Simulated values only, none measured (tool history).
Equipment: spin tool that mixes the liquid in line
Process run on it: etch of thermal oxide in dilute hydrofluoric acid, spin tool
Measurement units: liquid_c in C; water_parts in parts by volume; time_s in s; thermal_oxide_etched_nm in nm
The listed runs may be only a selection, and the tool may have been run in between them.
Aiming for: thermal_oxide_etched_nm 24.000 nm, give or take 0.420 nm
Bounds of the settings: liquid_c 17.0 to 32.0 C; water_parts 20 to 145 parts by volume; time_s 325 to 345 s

run  hour  liquid_c  water_parts  time_s  thermal_oxide_etched_nm
  1   0.0      24.0           80     325                   20.187
  2   8.8      24.0           95     325                   16.713
  3  11.1      24.0           95     345                   17.741
  4  19.4      24.0           95     325                   16.633
  5  23.1      25.0           95     325                   17.460
  6  24.5      25.0           95     325                   17.372
  7  32.5      26.0           95     325                   18.045
  8  41.0      26.5           95     325                   18.405
  9  49.4      27.0           95     325                   18.788
 10  57.4      27.5           95     325                   19.169
 11  65.6      28.0           95     325                   19.526
 12  66.5      28.5           95     325                   19.929
     71.6  -- hydrofluoric acid flow meter replaced
 13  71.6      29.0           95     325                   18.421
 14  74.0      29.5           95     325                   18.718
 15  77.6      30.5           85     325                   22.044
 16  80.4      32.0           80     325                   25.005

Exercise: of the 4 proposed moves below, exactly one satisfies all targets within the stated allowed misses. Which move is it?
  A  83.2      32.0           85     335                        ?
  B  83.2      31.0           75     335                        ?
  C  83.2      31.0           80     335                        ?
  D  83.2      30.0           75     325                        ?

move  thermal_oxide_etched_nm
   A                   24.097
   B                   26.702
   C                   24.846
   D                   24.935
A: in spec on every target
B: lands further from the targets than the last run did
C: an improvement on the last run, though not all results are within tolerance
D: an improvement on the last run, though not all results are within tolerance
So the answer is move A, the one that meets all the targets.
